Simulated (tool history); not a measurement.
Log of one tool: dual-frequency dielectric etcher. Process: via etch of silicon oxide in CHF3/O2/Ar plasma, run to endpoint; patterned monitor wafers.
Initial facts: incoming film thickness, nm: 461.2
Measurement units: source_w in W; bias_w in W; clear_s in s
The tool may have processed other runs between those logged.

run  hour  source_w  bias_w  clear_s
  1   0.0       510     128   276.47
  2   5.8       480     127   283.57
  3   8.3       480     109   298.43
  4  10.9       570     109   286.57
  5  15.1       550     107   290.28
  6  23.1       550      88   313.95

Forecast run 7:
  7  28.3       560      88        ?

Run 7 yielded clear_s 311.92 s.
